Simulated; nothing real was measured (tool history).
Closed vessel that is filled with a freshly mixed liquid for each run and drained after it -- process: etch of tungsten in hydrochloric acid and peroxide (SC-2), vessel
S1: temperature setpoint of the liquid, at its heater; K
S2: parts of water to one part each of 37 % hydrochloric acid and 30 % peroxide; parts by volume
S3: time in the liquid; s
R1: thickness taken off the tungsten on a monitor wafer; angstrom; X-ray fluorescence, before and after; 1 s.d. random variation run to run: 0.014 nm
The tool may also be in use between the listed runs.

{"run": 1, "hour": 0.0, "S1": 325.15, "S2": 8, "S3": 30, "R1": 56.008}
{"run": 2, "hour": 6.4, "S1": 320.65, "S2": 8, "S3": 30, "R1": 41.022}
{"run": 3, "hour": 10.0, "S1": 320.65, "S2": 8, "S3": 30, "R1": 40.865}
{"run": 4, "hour": 10.8, "S1": 317.65, "S2": 8, "S3": 30, "R1": 33.347}
{"run": 5, "hour": 13.1, "S1": 315.65, "S2": 8, "S3": 30, "R1": 29.189}
{"run": 6, "hour": 14.3, "S1": 315.65, "S2": 9, "S3": 30, "R1": 26.544}

Expected results for the next run?
{"run": 7, "hour": 22.6, "S1": 314.65, "S2": 9, "S3": 30, "R1": "?"}

{"run 7": {"R1": 24.73}}

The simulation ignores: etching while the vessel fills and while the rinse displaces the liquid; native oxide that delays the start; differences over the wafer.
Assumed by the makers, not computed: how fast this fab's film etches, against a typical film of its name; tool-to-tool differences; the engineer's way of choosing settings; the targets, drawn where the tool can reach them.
